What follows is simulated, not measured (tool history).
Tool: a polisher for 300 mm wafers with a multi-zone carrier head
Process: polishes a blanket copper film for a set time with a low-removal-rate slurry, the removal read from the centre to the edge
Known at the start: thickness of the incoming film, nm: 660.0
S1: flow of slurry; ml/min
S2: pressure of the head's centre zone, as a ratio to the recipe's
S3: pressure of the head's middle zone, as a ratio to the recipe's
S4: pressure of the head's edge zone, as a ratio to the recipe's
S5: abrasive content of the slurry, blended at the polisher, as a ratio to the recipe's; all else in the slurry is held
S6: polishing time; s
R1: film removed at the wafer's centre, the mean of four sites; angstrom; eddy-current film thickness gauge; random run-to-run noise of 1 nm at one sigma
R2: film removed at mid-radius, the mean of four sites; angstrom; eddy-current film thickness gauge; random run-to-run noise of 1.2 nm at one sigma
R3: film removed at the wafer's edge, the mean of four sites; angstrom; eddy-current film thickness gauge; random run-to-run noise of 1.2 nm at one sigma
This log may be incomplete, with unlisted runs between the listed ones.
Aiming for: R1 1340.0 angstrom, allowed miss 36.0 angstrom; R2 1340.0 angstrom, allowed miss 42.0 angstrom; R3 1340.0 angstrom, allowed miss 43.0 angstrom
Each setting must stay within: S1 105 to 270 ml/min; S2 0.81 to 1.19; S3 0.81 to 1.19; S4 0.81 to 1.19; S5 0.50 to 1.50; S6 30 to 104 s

run    day   S1    S2    S3    S4    S5  S6      R1      R2      R3
  1  0.000  175  1.00  1.00  1.00  1.00  67  1613.8  1495.8  1538.7
  2  0.029  165  0.98  0.99  0.97  0.95  67  1558.6  1450.3  1498.4
  3  0.158  160  0.96  0.99  0.94  0.90  67  1486.2  1433.7  1432.0
  4  0.504  150  0.95  0.98  0.93  0.90  67  1469.3  1417.2  1441.2
  5  0.867  150  0.95  0.98  0.93  1.00  67  1460.6  1434.7  1449.8
  6  0.988  150  0.95  0.98  0.96  1.00  67  1494.9  1448.7  1485.8
  7  1.021  145  0.94  0.97  0.93  0.95  67  1440.2  1412.3  1431.3
  8  1.300  140  0.93  0.96  0.91  0.95  67  1423.2  1382.0  1412.0
  9  1.646  135  0.92  0.96  0.90  0.95  67  1394.5  1365.4  1397.2
 10  1.921  135  0.92  0.96  0.90  0.95  67  1394.2  1379.4  1392.2
 11  2.158  130  0.92  0.96  0.89  0.95  67  1381.0  1363.9  1382.8

Of the 4 settings listed for the next run, only one would bring every result within its allowed miss of target. Which one?
  A  2.396  130  0.89  0.95  0.95  0.95  68   ?   ?   ?
  B  2.396  105  0.90  0.94  0.86  0.95  76   ?   ?   ?
  C  2.396  105  0.95  0.86  0.93  0.95  70   ?   ?   ?
  D  2.396  105  0.95  1.01  0.91  0.90  67   ?   ?   ?

move      R1      R2      R3
   A  1369.4  1372.1  1433.6
   B  1460.4  1444.7  1477.7
   C  1419.0  1235.5  1412.2
   D  1348.5  1341.4  1324.6
A: gets the furthest-off result to its target, but another result is out of tolerance
B: the biggest miss grows against the last run
C: the biggest miss grows against the last run
D: each result inside its tolerance
So the answer is move D, the one that meets all the targets.
